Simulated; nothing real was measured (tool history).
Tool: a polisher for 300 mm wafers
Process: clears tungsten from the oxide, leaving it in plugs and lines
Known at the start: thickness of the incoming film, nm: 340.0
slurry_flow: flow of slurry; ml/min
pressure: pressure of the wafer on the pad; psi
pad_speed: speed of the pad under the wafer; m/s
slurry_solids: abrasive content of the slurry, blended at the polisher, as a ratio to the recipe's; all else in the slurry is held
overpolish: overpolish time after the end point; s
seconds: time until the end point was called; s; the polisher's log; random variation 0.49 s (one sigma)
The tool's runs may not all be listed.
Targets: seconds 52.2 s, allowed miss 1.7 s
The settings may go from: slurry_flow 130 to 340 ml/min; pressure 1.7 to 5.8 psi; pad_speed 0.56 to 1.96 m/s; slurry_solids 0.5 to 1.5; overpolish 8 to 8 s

{"run": 1, "day": 0.0, "slurry_flow": 220, "pressure": 3.7, "pad_speed": 1.26, "slurry_solids": 1, "overpolish": 8, "seconds": 65.971}
{"run": 2, "day": 0.092, "slurry_flow": 220, "pressure": 3.7, "pad_speed": 1.26, "slurry_solids": 1, "overpolish": 8, "seconds": 65.546}
{"run": 3, "day": 0.25, "slurry_flow": 220, "pressure": 3.9, "pad_speed": 1.26, "slurry_solids": 1, "overpolish": 8, "seconds": 62.674}
{"run": 4, "day": 0.417, "slurry_flow": 220, "pressure": 4.1, "pad_speed": 1.26, "slurry_solids": 1, "overpolish": 8, "seconds": 59.959}
{"run": 5, "day": 0.508, "slurry_flow": 220, "pressure": 4.1, "pad_speed": 1.02, "slurry_solids": 1, "overpolish": 8, "seconds": 73.642}
{"run": 6, "day": 0.633, "slurry_flow": 220, "pressure": 4.4, "pad_speed": 1.02, "slurry_solids": 1, "overpolish": 8, "seconds": 71.311}
{"run": 7, "day": 0.929, "slurry_flow": 220, "pressure": 4.8, "pad_speed": 1.04, "slurry_solids": 1, "overpolish": 8, "seconds": 64.396}
{"run": 8, "day": 1.021, "slurry_flow": 220, "pressure": 5.1, "pad_speed": 1.04, "slurry_solids": 1, "overpolish": 8, "seconds": 61.111}
{"run": 9, "day": 1.046, "slurry_flow": 220, "pressure": 5.3, "pad_speed": 1.04, "slurry_solids": 1, "overpolish": 8, "seconds": 57.988}
{"run": 10, "day": 1.375, "slurry_flow": 220, "pressure": 5.4, "pad_speed": 1.04, "slurry_solids": 1, "overpolish": 8, "seconds": 57.417}
{"run": 11, "day": 1.571, "slurry_flow": 220, "pressure": 5.5, "pad_speed": 1.04, "slurry_solids": 1, "overpolish": 8, "seconds": 57.255}
{"run": 12, "day": 1.875, "slurry_flow": 220, "pressure": 5.6, "pad_speed": 1.06, "slurry_solids": 1, "overpolish": 8, "seconds": 54.847}
{"run": 13, "day": 2.058, "slurry_flow": 220, "pressure": 5.7, "pad_speed": 1.06, "slurry_solids": 1, "overpolish": 8, "seconds": 54.728}

4 next moves are on the table. One of them brings every result within its allowed miss. Which?
{"run": "A", "day": 2.242, "slurry_flow": 225, "pressure": 5.8, "pad_speed": 1.14, "slurry_solids": 1.15, "overpolish": 8, "seconds": "?"}
{"run": "B", "day": 2.242, "slurry_flow": 230, "pressure": 5.3, "pad_speed": 1.04, "slurry_solids": 1.05, "overpolish": 8, "seconds": "?"}
{"run": "C", "day": 2.242, "slurry_flow": 240, "pressure": 5.1, "pad_speed": 1.04, "slurry_solids": 1.4, "overpolish": 8, "seconds": "?"}
{"run": "D", "day": 2.242, "slurry_flow": 235, "pressure": 4.8, "pad_speed": 1.28, "slurry_solids": 1, "overpolish": 8, "seconds": "?"}

move=A seconds=47.522
move=B seconds=57.239
move=C seconds=54.833
move=D seconds=51.407
A: takes the result that was furthest off past its target
B: further off than the last run
C: as far off as the last run
D: meets every target
Answer: D
